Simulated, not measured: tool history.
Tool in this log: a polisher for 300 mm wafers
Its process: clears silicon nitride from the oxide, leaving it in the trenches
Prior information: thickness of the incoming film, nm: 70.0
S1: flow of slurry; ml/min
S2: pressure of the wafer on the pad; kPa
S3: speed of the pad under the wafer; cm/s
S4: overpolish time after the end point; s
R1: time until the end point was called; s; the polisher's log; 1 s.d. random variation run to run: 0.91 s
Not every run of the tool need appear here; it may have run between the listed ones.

| run | day | S1 | S2 | S3 | S4 | R1 |
|---|---|---|---|---|---|---|
| 1 | 0.000 | 155 | 13.8 | 90 | 37 | 111.140 |
| 2 | 0.125 | 155 | 13.8 | 72 | 37 | 139.450 |
| 3 | 0.275 | 155 | 13.8 | 72 | 39 | 138.420 |
| 4 | 0.321 | 155 | 13.8 | 50 | 39 | 195.990 |
| 5 | 0.529 | 155 | 13.8 | 72 | 39 | 137.730 |
| 6 | 0.762 | 160 | 15.9 | 72 | 39 | 117.090 |
| 7 | 1.012 | 170 | 16.5 | 72 | 39 | 112.370 |
| 8 | 1.183 | 170 | 17.2 | 72 | 39 | 108.790 |
| 9 | 1.458 | 170 | 17.9 | 72 | 39 | 102.180 |

Run 10 comes next. What will it give?
| 10 | 1.738 | 170 | 18.6 | 72 | 39 | ? |

R1: 99.986 s
